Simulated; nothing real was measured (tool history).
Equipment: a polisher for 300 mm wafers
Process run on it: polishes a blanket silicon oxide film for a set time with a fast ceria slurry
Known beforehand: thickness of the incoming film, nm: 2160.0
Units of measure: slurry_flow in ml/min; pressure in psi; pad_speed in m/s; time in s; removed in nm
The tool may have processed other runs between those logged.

{"run": 1, "hour": 0.0, "slurry_flow": 240, "pressure": 3.4, "pad_speed": 1.02, "time": 52, "removed": 1128.4}
{"run": 2, "hour": 8.8, "slurry_flow": 240, "pressure": 3.4, "pad_speed": 1.02, "time": 55, "removed": 1184.9}
{"run": 3, "hour": 17.1, "slurry_flow": 285, "pressure": 3.4, "pad_speed": 1.02, "time": 55, "removed": 1220.5}
{"run": 4, "hour": 20.8, "slurry_flow": 225, "pressure": 3.4, "pad_speed": 1.02, "time": 55, "removed": 1179.8}
{"run": 5, "hour": 23.9, "slurry_flow": 225, "pressure": 3.9, "pad_speed": 1.02, "time": 55, "removed": 1352.1}
{"run": 6, "hour": 24.7, "slurry_flow": 225, "pressure": 4.6, "pad_speed": 1.02, "time": 55, "removed": 1560.8}
{"run": 7, "hour": 27.2, "slurry_flow": 220, "pressure": 4.3, "pad_speed": 1.02, "time": 55, "removed": 1466.3}
{"run": 8, "hour": 29.6, "slurry_flow": 215, "pressure": 4, "pad_speed": 1.02, "time": 55, "removed": 1363.9}
{"run": 9, "hour": 31.9, "slurry_flow": 205, "pressure": 3, "pad_speed": 1.02, "time": 55, "removed": 1042.6}

Estimate the outcome of run 10 from the log above:
{"run": 10, "hour": 34.5, "slurry_flow": 200, "pressure": 3, "pad_speed": 1.02, "time": 55, "removed": "?"}

Run 10 yielded removed 1055.4 nm.
